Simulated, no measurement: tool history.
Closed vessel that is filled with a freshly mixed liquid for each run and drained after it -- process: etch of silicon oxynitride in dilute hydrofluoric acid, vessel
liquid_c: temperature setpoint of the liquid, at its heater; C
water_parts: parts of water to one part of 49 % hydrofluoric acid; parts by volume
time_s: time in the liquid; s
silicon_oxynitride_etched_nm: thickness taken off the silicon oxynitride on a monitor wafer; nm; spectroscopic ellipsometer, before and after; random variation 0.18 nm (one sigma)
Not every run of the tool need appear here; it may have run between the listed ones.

run 1 hour=0.0 | liquid_c=20.0 water_parts=275 time_s=2510 | silicon_oxynitride_etched_nm=11.1950
run 2 hour=6.9 | liquid_c=21.5 water_parts=260 time_s=2510 | silicon_oxynitride_etched_nm=12.6950
run 3 hour=12.2 | liquid_c=21.5 water_parts=260 time_s=2510 | silicon_oxynitride_etched_nm=12.6680
run 4 hour=14.8 | liquid_c=21.5 water_parts=320 time_s=2510 | silicon_oxynitride_etched_nm=9.9488
run 5 hour=22.9 | liquid_c=21.5 water_parts=270 time_s=2510 | silicon_oxynitride_etched_nm=12.0640
run 6 hour=29.4 | liquid_c=24.0 water_parts=270 time_s=2510 | silicon_oxynitride_etched_nm=13.3020
run 7 hour=30.6 | liquid_c=24.5 water_parts=250 time_s=2510 | silicon_oxynitride_etched_nm=14.9210
run 8 hour=33.1 | liquid_c=25.0 water_parts=235 time_s=2510 | silicon_oxynitride_etched_nm=16.6510
run 9 hour=40.0 | liquid_c=25.5 water_parts=225 time_s=2510 | silicon_oxynitride_etched_nm=17.9730
run 10 hour=46.4 | liquid_c=26.0 water_parts=220 time_s=2510 | silicon_oxynitride_etched_nm=18.6540
run 11 hour=49.8 | liquid_c=26.5 water_parts=215 time_s=2510 | silicon_oxynitride_etched_nm=19.8510

Run 12, settings as shown, results not yet in. Your forecast:
run 12 hour=50.4 | liquid_c=27.0 water_parts=210 time_s=2510 | silicon_oxynitride_etched_nm=?

{"run 12": {"silicon_oxynitride_etched_nm": 20.32}}
